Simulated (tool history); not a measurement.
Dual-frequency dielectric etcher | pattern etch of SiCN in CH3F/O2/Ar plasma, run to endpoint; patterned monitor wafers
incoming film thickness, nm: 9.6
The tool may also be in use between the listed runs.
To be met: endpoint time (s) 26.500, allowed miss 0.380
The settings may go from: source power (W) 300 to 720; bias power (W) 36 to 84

run 1 hour=0.0 | source_power_(W)=510 bias_power_(W)=60 | endpoint_time_(s)=24.096
run 2 hour=4.7 | source_power_(W)=580 bias_power_(W)=60 | endpoint_time_(s)=23.126
run 3 hour=7.9 | source_power_(W)=550 bias_power_(W)=59 | endpoint_time_(s)=23.661
run 4 hour=13.1 | source_power_(W)=520 bias_power_(W)=59 | endpoint_time_(s)=24.128
run 5 hour=15.9 | source_power_(W)=610 bias_power_(W)=59 | endpoint_time_(s)=22.818
run 6 hour=22.7 | source_power_(W)=580 bias_power_(W)=58 | endpoint_time_(s)=23.324
run 7 hour=31.5 | source_power_(W)=580 bias_power_(W)=58 | endpoint_time_(s)=23.339
run 8 hour=38.7 | source_power_(W)=550 bias_power_(W)=58 | endpoint_time_(s)=23.713
run 9 hour=44.6 | source_power_(W)=520 bias_power_(W)=57 | endpoint_time_(s)=24.300

Which of these 4 next moves meets every target?
run A hour=50.5 | source_power_(W)=430 bias_power_(W)=45 | endpoint_time_(s)=?
run B hour=50.5 | source_power_(W)=440 bias_power_(W)=54 | endpoint_time_(s)=?
run C hour=50.5 | source_power_(W)=440 bias_power_(W)=45 | endpoint_time_(s)=?
run D hour=50.5 | source_power_(W)=540 bias_power_(W)=51 | endpoint_time_(s)=?

move=A endpoint_time_(s)=28.198
move=B endpoint_time_(s)=26.373
move=C endpoint_time_(s)=27.961
move=D endpoint_time_(s)=24.923
A: takes the result that was furthest off past its target
B: meets every target
C: takes the result that was furthest off past its target
D: nearer than the last run, and not there yet
The right move is B.

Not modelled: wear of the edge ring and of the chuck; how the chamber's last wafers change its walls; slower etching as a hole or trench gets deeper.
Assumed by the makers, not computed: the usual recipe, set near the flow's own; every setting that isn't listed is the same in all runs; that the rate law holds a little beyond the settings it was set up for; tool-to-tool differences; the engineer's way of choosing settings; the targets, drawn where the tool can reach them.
